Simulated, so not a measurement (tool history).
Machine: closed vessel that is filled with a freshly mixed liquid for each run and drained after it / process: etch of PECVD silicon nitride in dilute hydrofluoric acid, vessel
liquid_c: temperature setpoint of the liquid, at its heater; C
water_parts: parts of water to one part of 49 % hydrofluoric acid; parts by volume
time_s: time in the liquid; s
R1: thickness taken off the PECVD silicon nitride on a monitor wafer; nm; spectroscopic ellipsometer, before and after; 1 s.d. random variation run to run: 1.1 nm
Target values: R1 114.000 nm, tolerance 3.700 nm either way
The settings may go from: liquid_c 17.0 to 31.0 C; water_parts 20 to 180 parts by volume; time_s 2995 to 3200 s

run 1 hour=0.0 | liquid_c=23.0 water_parts=100 time_s=2995 | R1=51.972
run 2 hour=3.3 | liquid_c=23.0 water_parts=80 time_s=2995 | R1=64.821
run 3 hour=11.3 | liquid_c=26.0 water_parts=80 time_s=2995 | R1=78.495
run 4 hour=14.1 | liquid_c=23.0 water_parts=80 time_s=2995 | R1=64.426
run 5 hour=16.0 | liquid_c=23.0 water_parts=80 time_s=3200 | R1=68.452
run 6 hour=20.2 | liquid_c=20.5 water_parts=80 time_s=3200 | R1=58.057
run 7 hour=26.3 | liquid_c=24.5 water_parts=75 time_s=3200 | R1=81.285
run 8 hour=29.6 | liquid_c=25.5 water_parts=75 time_s=3200 | R1=87.454
run 9 hour=34.3 | liquid_c=26.5 water_parts=75 time_s=3200 | R1=93.744
run 10 hour=36.3 | liquid_c=26.5 water_parts=75 time_s=3200 | R1=93.376
run 11 hour=46.1 | liquid_c=27.0 water_parts=75 time_s=3200 | R1=96.633
run 12 hour=56.0 | liquid_c=27.5 water_parts=75 time_s=3200 | R1=100.140
run 13 hour=59.3 | liquid_c=28.0 water_parts=75 time_s=3200 | R1=103.380
run 14 hour=61.4 | liquid_c=28.5 water_parts=75 time_s=3200 | R1=105.000

Exactly one of the 5 candidate moves below puts every result within its allowed miss. Which one?
run A hour=63.5 | liquid_c=31.0 water_parts=90 time_s=3200 | R1=?
run B hour=63.5 | liquid_c=28.5 water_parts=70 time_s=3045 | R1=?
run C hour=63.5 | liquid_c=30.5 water_parts=75 time_s=2995 | R1=?
run D hour=63.5 | liquid_c=30.0 water_parts=80 time_s=2995 | R1=?
run E hour=63.5 | liquid_c=27.5 water_parts=70 time_s=3200 | R1=?

move=A R1=104.680
move=B R1=109.260
move=C R1=114.000
move=D R1=103.540
move=E R1=107.620
A: roughly where the last run was
B: closer than the last run, but not yet in spec
C: each result inside its tolerance
D: the biggest miss grows against the last run
E: closer than the last run, but not yet in spec
C is the move that brings every result within its allowed miss.

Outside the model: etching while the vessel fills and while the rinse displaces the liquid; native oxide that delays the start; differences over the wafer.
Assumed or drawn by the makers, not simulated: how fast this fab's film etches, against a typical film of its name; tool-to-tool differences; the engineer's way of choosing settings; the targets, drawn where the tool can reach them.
